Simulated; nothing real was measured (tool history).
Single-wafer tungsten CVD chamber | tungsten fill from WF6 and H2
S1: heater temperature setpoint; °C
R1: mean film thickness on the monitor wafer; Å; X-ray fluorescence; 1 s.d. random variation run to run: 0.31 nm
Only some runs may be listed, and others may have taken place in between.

{"run": 1, "day": 0.0, "S1": 395, "chamber pressure (mTorr)": 45400, "deposition time (s)": 40, "R1": 1066.4}
{"run": 2, "day": 0.062, "S1": 389, "chamber pressure (mTorr)": 45200, "deposition time (s)": 40, "R1": 955.43}
{"run": 3, "day": 0.408, "S1": 389, "chamber pressure (mTorr)": 52500, "deposition time (s)": 40, "R1": 1003.5}
{"run": 4, "day": 0.646, "S1": 384, "chamber pressure (mTorr)": 51800, "deposition time (s)": 40, "R1": 906.63}
{"run": 5, "day": 0.912, "S1": 379, "chamber pressure (mTorr)": 51800, "deposition time (s)": 40, "R1": 824.98}
{"run": 6, "day": 1.238, "S1": 379, "chamber pressure (mTorr)": 51800, "deposition time (s)": 40, "R1": 832.39}
{"run": 7, "day": 1.492, "S1": 379, "chamber pressure (mTorr)": 51800, "deposition time (s)": 40, "R1": 827.78}

Predict the results of run 8:
{"run": 8, "day": 1.696, "S1": 377, "chamber pressure (mTorr)": 51400, "deposition time (s)": 40, "R1": "?"}

{"run 8": {"R1": 802.3}}

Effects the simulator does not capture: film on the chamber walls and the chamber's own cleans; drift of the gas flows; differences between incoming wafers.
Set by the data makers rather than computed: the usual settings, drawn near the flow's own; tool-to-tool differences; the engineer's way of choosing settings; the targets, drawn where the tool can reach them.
